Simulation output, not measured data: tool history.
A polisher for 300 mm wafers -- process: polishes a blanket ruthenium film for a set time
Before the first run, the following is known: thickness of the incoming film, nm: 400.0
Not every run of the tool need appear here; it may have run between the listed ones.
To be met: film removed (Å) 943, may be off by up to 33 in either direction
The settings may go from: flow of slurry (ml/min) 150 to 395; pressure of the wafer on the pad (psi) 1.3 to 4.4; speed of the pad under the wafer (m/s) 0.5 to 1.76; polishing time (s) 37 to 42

run  hour  flow of slurry (ml/min)  pressure of the wafer on the pad (psi)  speed of the pad under the wafer (m/s)  polishing time (s)  film removed (Å)
  1     0                      250                                     2.8                                    1.12                  42            793.18
  2   3.2                      250                                     2.8                                    0.94                  42            670.77
  3    12                      250                                     2.8                                    0.66                  42            470.57
  4  19.6                      250                                     2.5                                    0.66                  42            440.62
  5  22.6                      250                                     2.5                                     0.5                  42            333.76
  6  26.1                      250                                       3                                     0.5                  42             394.8
  7  34.6                      255                                     3.4                                    0.62                  42            539.05
  8  35.5                      275                                     4.2                                    0.76                  42            779.22
  9  36.4                      280                                     4.4                                    0.94                  42            988.11

4 candidate next runs follow, results not yet known. Just one meets every target within its allowed miss. Identify it.
  A  37.3                      285                                     4.3                                       1                  42                 ?
  B  37.3                      300                                     4.4                                    1.02                  40                 ?
  C  37.3                      310                                     4.4                                    0.98                  42                 ?
  D  37.3                      265                                     4.1                                     1.1                  37                 ?

move  film removed (Å)
   A            1024.8
   B            1019.4
   C            1032.7
   D            944.06
A: further off than the last run
B: further off than the last run
C: further off than the last run
D: every result within its allowed miss
Answer: D
